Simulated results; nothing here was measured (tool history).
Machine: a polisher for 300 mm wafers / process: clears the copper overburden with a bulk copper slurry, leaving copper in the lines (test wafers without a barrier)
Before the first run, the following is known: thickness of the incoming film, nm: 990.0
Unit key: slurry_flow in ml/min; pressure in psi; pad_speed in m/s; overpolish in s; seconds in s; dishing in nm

run,hour,slurry_flow,pressure,pad_speed,slurry_solids,overpolish,seconds,dishing
1,0.0,235,3.1,1.36,1.00,17,76.075,112.300
2,5.2,235,3.1,1.36,1.00,11,76.241,83.366
3,6.1,275,3.1,1.36,1.00,11,74.281,84.098
4,8.4,275,2.3,1.36,1.00,11,100.340,66.643
5,16.7,285,2.3,1.44,1.00,10,94.600,64.344
6,24.3,285,1.7,1.44,1.00,10,125.370,50.670

Run 7 comes next. What will it give?
7,25.5,295,1.7,1.52,1.05,9,?,?

{"run 7": {"seconds": 118.52, "dishing": 48.099}}

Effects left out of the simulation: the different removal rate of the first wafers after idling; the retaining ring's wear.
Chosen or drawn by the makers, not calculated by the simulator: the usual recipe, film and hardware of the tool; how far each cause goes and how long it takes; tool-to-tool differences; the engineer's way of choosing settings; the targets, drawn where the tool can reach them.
